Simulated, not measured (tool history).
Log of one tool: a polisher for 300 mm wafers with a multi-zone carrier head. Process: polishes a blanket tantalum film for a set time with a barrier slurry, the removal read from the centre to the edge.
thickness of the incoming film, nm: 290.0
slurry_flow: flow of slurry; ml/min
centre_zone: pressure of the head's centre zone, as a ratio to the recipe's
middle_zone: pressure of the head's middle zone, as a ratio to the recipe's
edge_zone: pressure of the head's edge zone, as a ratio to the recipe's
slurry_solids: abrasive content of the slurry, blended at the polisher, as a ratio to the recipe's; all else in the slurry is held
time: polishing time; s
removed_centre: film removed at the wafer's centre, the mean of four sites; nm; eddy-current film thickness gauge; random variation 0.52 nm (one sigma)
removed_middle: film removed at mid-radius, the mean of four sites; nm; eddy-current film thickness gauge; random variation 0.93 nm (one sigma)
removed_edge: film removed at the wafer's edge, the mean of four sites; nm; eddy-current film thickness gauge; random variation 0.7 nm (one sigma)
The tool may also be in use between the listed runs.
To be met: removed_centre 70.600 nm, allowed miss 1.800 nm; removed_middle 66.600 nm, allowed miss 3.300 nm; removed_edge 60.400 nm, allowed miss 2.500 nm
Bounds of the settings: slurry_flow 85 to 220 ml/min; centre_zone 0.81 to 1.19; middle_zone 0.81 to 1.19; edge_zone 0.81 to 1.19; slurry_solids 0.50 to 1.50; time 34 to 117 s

run,day,slurry_flow,centre_zone,middle_zone,edge_zone,slurry_solids,time,removed_centre,removed_middle,removed_edge
1,0.000,140,1.00,1.00,1.00,1.00,75,86.159,88.824,90.770
2,0.371,170,1.00,1.00,1.00,1.00,75,90.851,89.137,91.694
3,0.604,170,1.00,1.00,1.04,1.00,75,91.021,91.657,93.525
4,0.871,185,1.01,1.03,0.99,0.85,70,79.278,83.189,80.117
5,0.954,185,1.01,0.99,0.99,0.85,70,80.441,79.647,78.857
6,1.208,185,0.98,0.99,0.99,0.85,70,77.409,77.699,76.978
7,1.479,195,0.97,0.98,0.93,0.80,71,75.068,77.266,74.809
8,1.662,205,1.00,0.97,0.89,0.70,70,71.602,68.416,68.338

4 next moves are on the table. One of them brings every result within its allowed miss. Which?
A,1.846,200,1.04,0.89,0.86,0.60,73,?,?,?
B,1.846,210,0.98,0.91,0.87,0.65,75,?,?,?
C,1.846,210,1.11,1.07,0.94,0.85,55,?,?,?
D,1.846,205,1.07,1.15,0.85,0.70,65,?,?,?

move,removed_centre,removed_middle,removed_edge
A,67.012,58.214,59.797
B,70.464,66.067,66.911
C,70.423,65.991,60.938
D,70.679,72.829,60.590
A: brings the result that was furthest off to its target, and leaves another outside
B: nearer than the last run, and not there yet
C: meets every target
D: brings the result that was furthest off to its target, and leaves another outside
The right move is C.
